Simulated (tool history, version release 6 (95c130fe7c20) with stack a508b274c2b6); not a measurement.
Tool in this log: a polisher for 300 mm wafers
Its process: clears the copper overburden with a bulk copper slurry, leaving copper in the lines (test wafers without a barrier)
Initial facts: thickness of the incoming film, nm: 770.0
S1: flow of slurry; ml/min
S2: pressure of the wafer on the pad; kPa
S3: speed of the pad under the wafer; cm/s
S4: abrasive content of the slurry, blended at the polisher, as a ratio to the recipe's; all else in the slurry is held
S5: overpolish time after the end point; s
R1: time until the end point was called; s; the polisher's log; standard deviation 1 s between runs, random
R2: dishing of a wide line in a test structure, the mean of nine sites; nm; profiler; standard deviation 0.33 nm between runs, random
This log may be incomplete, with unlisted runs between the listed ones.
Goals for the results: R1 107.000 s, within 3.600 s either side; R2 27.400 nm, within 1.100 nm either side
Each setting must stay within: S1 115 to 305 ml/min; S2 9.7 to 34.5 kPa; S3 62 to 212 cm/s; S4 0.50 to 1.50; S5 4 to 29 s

run	day	S1	S2	S3	S4	S5	R1	R2
1	0.000	195	22.1	136	1.00	15	48.837	94.091
2	0.138	195	22.1	136	1.00	11	48.520	80.441
3	0.267	195	20.0	128	1.00	10	56.074	68.830
4	0.392	245	20.0	128	1.00	10	54.990	69.046
5	0.767	245	20.0	114	1.00	10	60.975	64.641
6	0.958	255	18.6	108	1.10	9	67.597	55.053
7	1.279	260	17.2	106	1.15	8	74.679	48.039
8	1.392	265	15.9	106	1.20	7	78.882	40.690
9	1.588	265	15.2	106	1.20	7	81.983	38.797
10	1.883	265	14.5	106	1.20	7	85.306	37.507
11	2.021	265	13.8	106	1.20	7	90.378	36.163
12	2.200	265	13.8	106	1.20	7	90.291	35.531
13	2.371	265	13.1	106	1.20	7	93.210	34.443
14	2.396	245	9.7	110	1.20	4	118.390	17.340
15	2.642	255	9.7	108	1.20	4	122.660	16.695
16	2.850	260	10.3	106	1.20	4	114.790	17.424
17	3.054	260	11.0	102	1.25	4	113.200	18.083
18	3.258	240	13.8	90	1.45	11	101.510	46.852
19	3.596	225	13.8	94	1.40	11	99.087	46.653
20	3.779	170	9.7	132	1.15	4	105.070	19.160
21	3.925	170	9.7	128	1.20	4	110.260	18.380
22	4.142	175	9.7	126	1.20	4	110.660	18.238
23	4.425	175	9.7	124	1.25	4	109.880	18.478

Exercise: of the 5 proposed moves below, exactly one satisfies all targets within the stated allowed misses. Which move is it?
A	4.708	175	9.7	120	1.30	8	?	?
B	4.708	190	9.7	116	1.30	7	?	?
C	4.708	170	12.4	102	1.30	6	?	?
D	4.708	175	11.7	100	1.35	9	?	?
E	4.708	150	10.3	108	1.50	8	?	?

move	R1	R2
A	113.540	31.434
B	115.830	27.751
C	106.670	26.575
D	113.070	35.211
E	118.130	30.619
A: takes the biggest miss from the last run beyond its target
B: meets the target for the result that was furthest off, but another lies outside its allowed miss
C: hits every target within its allowed miss
D: takes the biggest miss from the last run beyond its target
E: takes the biggest miss from the last run beyond its target
C is the move that brings every result within its allowed miss.

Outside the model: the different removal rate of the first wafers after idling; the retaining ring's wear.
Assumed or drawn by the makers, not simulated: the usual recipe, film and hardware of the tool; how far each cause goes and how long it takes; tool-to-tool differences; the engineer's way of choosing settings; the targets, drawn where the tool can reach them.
